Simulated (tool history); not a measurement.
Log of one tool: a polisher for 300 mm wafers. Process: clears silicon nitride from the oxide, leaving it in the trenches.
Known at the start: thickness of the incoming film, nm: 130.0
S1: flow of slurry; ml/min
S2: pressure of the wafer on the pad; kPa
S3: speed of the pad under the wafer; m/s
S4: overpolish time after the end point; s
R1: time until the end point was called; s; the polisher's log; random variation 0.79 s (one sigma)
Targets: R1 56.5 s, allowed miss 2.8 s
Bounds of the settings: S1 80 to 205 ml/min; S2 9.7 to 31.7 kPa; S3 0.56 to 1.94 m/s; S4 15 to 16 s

| run | hour | S1 | S2 | S3 | S4 | R1 |
|---|---|---|---|---|---|---|
| 1 | 0 | 135 | 20.7 | 1.24 | 15 | 83.132 |
| 2 | 2.5 | 135 | 22.8 | 1.26 | 15 | 73.602 |
| 3 | 5.2 | 135 | 24.1 | 1.26 | 15 | 70.16 |
| 4 | 9.4 | 135 | 25.5 | 1.26 | 15 | 65.621 |
| 5 | 12.2 | 105 | 25.5 | 1.26 | 15 | 70.886 |
| 6 | 15 | 135 | 25.5 | 1.26 | 15 | 66.528 |
| 7 | 23.7 | 140 | 26.2 | 1.26 | 15 | 65.488 |
| 8 | 29.9 | 140 | 27.6 | 1.26 | 15 | 60.012 |
| 9 | 37 | 145 | 27.6 | 1.26 | 15 | 60.348 |

Which of these 5 next moves meets every target?
| A | 44.1 | 150 | 25.5 | 1.32 | 15 | ? |
| B | 44.1 | 205 | 31.7 | 0.92 | 15 | ? |
| C | 44.1 | 155 | 28.3 | 1.32 | 16 | ? |
| D | 44.1 | 150 | 28.3 | 1.14 | 16 | ? |
| E | 44.1 | 110 | 28.3 | 1.68 | 16 | ? |

| move | R1 |
|---|---|
| A | 60.782 |
| B | 62.663 |
| C | 54.655 |
| D | 62.072 |
| E | 47.953 |
A: further off than the last run
B: further off than the last run
C: meets every target
D: further off than the last run
E: takes the result that was furthest off past its target
Move C is the one to make.
